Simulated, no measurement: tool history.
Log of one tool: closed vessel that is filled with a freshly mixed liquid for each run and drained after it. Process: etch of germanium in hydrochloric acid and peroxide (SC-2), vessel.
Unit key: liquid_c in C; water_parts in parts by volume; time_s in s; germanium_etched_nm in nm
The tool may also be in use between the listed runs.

run 1 hour=0.0 | liquid_c=47.0 water_parts=5.5 time_s=100 | germanium_etched_nm=154.81
run 2 hour=2.3 | liquid_c=50.5 water_parts=5.5 time_s=100 | germanium_etched_nm=174.90
run 3 hour=5.4 | liquid_c=50.5 water_parts=5.5 time_s=100 | germanium_etched_nm=171.74
run 4 hour=12.6 | liquid_c=53.0 water_parts=5.5 time_s=100 | germanium_etched_nm=186.78
run 5 hour=19.9 | liquid_c=53.0 water_parts=7.5 time_s=100 | germanium_etched_nm=183.14
run 6 hour=26.1 | liquid_c=53.0 water_parts=6.5 time_s=100 | germanium_etched_nm=185.27
run 7 hour=35.0 | liquid_c=54.5 water_parts=6.5 time_s=100 | germanium_etched_nm=197.66
run 8 hour=41.8 | liquid_c=55.5 water_parts=6.5 time_s=100 | germanium_etched_nm=201.25

Run 9 comes next. What will it give?
run 9 hour=46.2 | liquid_c=56.5 water_parts=6.5 time_s=100 | germanium_etched_nm=?

{"run 9": {"germanium_etched_nm": 208.85}}

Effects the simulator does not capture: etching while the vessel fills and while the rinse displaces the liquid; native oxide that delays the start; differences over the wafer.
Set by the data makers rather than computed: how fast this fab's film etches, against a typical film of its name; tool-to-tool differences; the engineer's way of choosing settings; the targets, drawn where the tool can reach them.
